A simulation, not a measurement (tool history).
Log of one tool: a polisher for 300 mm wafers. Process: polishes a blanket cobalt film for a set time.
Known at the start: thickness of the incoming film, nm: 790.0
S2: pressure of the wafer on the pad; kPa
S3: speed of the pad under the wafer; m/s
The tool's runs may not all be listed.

run 1 hour=0 | flow_of_slurry_(ml/min)=150 S2=17.2 S3=1.18 polishing_time_(s)=27 | film_removed_(nm)=181.75
run 2 hour=3.9 | flow_of_slurry_(ml/min)=155 S2=18.6 S3=1.18 polishing_time_(s)=27 | film_removed_(nm)=190.64
run 3 hour=6.6 | flow_of_slurry_(ml/min)=155 S2=20 S3=1.22 polishing_time_(s)=27 | film_removed_(nm)=209.96
run 4 hour=15.1 | flow_of_slurry_(ml/min)=155 S2=22.1 S3=1.22 polishing_time_(s)=27 | film_removed_(nm)=229.14
run 5 hour=16.6 | flow_of_slurry_(ml/min)=155 S2=22.1 S3=1.22 polishing_time_(s)=27 | film_removed_(nm)=227.59
run 6 hour=19.6 | flow_of_slurry_(ml/min)=160 S2=22.8 S3=1.26 polishing_time_(s)=27 | film_removed_(nm)=238.64
run 7 hour=23.6 | flow_of_slurry_(ml/min)=160 S2=23.4 S3=1.32 polishing_time_(s)=27 | film_removed_(nm)=257.68
run 8 hour=29.7 | flow_of_slurry_(ml/min)=160 S2=24.1 S3=1.36 polishing_time_(s)=27 | film_removed_(nm)=271.91
run 9 hour=32.2 | flow_of_slurry_(ml/min)=160 S2=24.8 S3=1.4 polishing_time_(s)=27 | film_removed_(nm)=283.75
run 10 hour=35.1 | flow_of_slurry_(ml/min)=165 S2=24.8 S3=1.44 polishing_time_(s)=27 | film_removed_(nm)=291.78
run 11 hour=43.9 | flow_of_slurry_(ml/min)=165 S2=24.8 S3=1.44 polishing_time_(s)=27 | film_removed_(nm)=291.4
run 12 hour=51.7 | flow_of_slurry_(ml/min)=165 S2=24.8 S3=1.46 polishing_time_(s)=27 | film_removed_(nm)=294.84
run 13 hour=54.5 | flow_of_slurry_(ml/min)=165 S2=24.8 S3=1.48 polishing_time_(s)=27 | film_removed_(nm)=299.24

Run 14 comes next. What will it give?
run 14 hour=63.5 | flow_of_slurry_(ml/min)=205 S2=26.9 S3=1.48 polishing_time_(s)=27 | film_removed_(nm)=?

{"run 14": {"film removed (nm)": 327.87}}

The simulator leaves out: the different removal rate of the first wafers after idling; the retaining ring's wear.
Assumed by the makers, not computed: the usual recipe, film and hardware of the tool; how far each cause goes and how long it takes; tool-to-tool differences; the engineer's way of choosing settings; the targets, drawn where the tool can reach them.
